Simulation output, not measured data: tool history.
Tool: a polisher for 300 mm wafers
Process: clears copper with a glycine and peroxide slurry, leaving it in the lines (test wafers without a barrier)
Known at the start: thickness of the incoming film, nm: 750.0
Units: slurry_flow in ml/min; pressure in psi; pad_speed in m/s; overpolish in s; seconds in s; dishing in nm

run  hour  slurry_flow  pressure  pad_speed  overpolish  seconds  dishing
  1   0.0          150       3.3       0.98          25  106.840   94.304
  2   3.9          185       3.3       0.98          25  103.580   92.960
  3   5.2          185       4.1       0.98          25   85.359  103.420
  4   7.6          185       4.1       0.98          19   85.719   88.144
  5  13.5          185       4.1       1.12          19   77.605   94.614
  6  18.3          185       3.9       1.12          17   82.704   84.658
  7  24.2          185       3.8       1.12          16   83.829   79.346

The next listed run, before its measurement:
  8  27.2          185       3.8       1.12          16        ?        ?

seconds: 84.895 s
dishing: 77.717 nm
